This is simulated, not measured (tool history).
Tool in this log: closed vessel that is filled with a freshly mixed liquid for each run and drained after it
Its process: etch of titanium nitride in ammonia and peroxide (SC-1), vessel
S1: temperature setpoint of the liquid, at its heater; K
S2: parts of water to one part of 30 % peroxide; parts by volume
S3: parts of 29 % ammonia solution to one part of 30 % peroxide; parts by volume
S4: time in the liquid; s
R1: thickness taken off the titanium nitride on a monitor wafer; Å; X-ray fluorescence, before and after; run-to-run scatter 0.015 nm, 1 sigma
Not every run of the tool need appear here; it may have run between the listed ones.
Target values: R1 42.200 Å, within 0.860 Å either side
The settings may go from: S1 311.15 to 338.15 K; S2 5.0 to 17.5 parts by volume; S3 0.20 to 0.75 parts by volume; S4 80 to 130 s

run	hour	S1	S2	S3	S4	R1
1	0.0	322.15	9.5	0.45	130	95.781
2	3.3	322.15	9.5	0.45	130	95.909
3	10.0	322.15	7.0	0.45	130	111.830
4	15.5	318.65	8.0	0.45	130	81.608
5	22.1	318.65	11.0	0.45	130	69.225
6	26.8	318.65	11.0	0.50	130	70.426
7	29.5	316.65	11.0	0.50	130	60.863
8	33.8	315.15	11.0	0.50	130	54.821
9	36.1	314.15	11.0	0.50	130	50.831
10	43.6	313.15	11.0	0.50	130	47.358
11	47.6	312.65	11.0	0.50	130	45.557
12	50.9	312.15	11.0	0.50	130	44.158

Which single option among these 4 for the next run brings every result within its allowed miss of target? Just one does.
A	54.2	312.65	12.5	0.45	130	?
B	54.2	311.15	9.5	0.60	125	?
C	54.2	312.65	9.5	0.40	110	?
D	54.2	312.65	11.0	0.45	130	?

move	R1
A	41.856
B	43.738
C	40.111
D	44.812
A: hits every target within its allowed miss
B: moves toward the targets from the last run without getting all of them in spec
C: pushes the last run's worst result past its target
D: moves away from the targets compared with the last run
A meets every target.

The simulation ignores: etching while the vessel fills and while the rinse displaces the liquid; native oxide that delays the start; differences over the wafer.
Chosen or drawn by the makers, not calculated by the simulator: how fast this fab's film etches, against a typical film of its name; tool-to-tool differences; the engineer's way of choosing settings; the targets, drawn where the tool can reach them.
